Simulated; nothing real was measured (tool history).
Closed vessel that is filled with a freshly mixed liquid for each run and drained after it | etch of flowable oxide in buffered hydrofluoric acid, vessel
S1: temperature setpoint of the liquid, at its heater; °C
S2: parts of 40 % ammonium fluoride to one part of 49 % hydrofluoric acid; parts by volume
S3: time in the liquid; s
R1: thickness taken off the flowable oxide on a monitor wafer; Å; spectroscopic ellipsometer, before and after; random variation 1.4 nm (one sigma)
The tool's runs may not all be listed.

run 1 hour=0.0 | S1=24.0 S2=11.0 S3=35 | R1=1075.80
run 2 hour=6.1 | S1=24.0 S2=13.5 S3=35 | R1=866.97
run 3 hour=15.4 | S1=26.5 S2=13.0 S3=35 | R1=1069.10
run 4 hour=17.5 | S1=26.5 S2=13.0 S3=35 | R1=1038.30
run 5 hour=22.5 | S1=26.5 S2=13.0 S3=35 | R1=1053.90
run 6 hour=26.6 | S1=28.0 S2=13.0 S3=35 | R1=1142.80
run 7 hour=28.2 | S1=29.5 S2=13.0 S3=35 | R1=1249.80
run 8 hour=35.9 | S1=30.5 S2=13.0 S3=35 | R1=1308.00

The next listed run, before its measurement:
run 9 hour=44.9 | S1=31.0 S2=13.0 S3=35 | R1=?

R1: 1316.40 Å

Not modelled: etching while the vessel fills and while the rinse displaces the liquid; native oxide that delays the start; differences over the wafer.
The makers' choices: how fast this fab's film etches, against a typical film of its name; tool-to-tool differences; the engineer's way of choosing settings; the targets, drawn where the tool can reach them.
